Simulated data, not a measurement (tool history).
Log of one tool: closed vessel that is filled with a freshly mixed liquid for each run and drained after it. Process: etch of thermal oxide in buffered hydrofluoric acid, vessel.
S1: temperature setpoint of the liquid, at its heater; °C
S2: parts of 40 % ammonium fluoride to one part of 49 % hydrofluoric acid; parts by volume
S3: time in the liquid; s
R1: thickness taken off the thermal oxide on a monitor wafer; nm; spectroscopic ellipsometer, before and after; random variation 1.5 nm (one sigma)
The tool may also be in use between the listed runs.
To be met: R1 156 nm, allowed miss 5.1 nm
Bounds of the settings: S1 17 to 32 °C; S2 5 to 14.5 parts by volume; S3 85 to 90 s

| run | hour | S1 | S2 | S3 | R1 |
|---|---|---|---|---|---|
| 1 | 0 | 24 | 9 | 85 | 108.53 |
| 2 | 4.8 | 24 | 9 | 85 | 108.84 |
| 3 | 7.9 | 24 | 9 | 85 | 109.76 |
| 4 | 15.2 | 26 | 9 | 85 | 122.38 |
| 5 | 20.5 | 26 | 9 | 90 | 129.02 |
| 6 | 28.3 | 24.5 | 9 | 90 | 118.85 |
| 7 | 37.1 | 26 | 9 | 90 | 128.66 |
| 8 | 39.5 | 27 | 9 | 90 | 136.04 |
| 9 | 45.6 | 27.5 | 9 | 90 | 143.11 |
| 10 | 49.7 | 28 | 9 | 90 | 143.49 |
| 11 | 53.1 | 28.5 | 9 | 90 | 147.68 |

Which of these 4 next moves meets every target?
| A | 56.5 | 27 | 8 | 90 | ? |
| B | 56.5 | 31 | 10.5 | 85 | ? |
| C | 56.5 | 28 | 9 | 90 | ? |
| D | 56.5 | 24 | 7.5 | 85 | ? |

| move | R1 |
|---|---|
| A | 152.95 |
| B | 140.17 |
| C | 141.99 |
| D | 131.76 |
A: meets every target
B: further off than the last run
C: further off than the last run
D: further off than the last run
Move A is the one to make.

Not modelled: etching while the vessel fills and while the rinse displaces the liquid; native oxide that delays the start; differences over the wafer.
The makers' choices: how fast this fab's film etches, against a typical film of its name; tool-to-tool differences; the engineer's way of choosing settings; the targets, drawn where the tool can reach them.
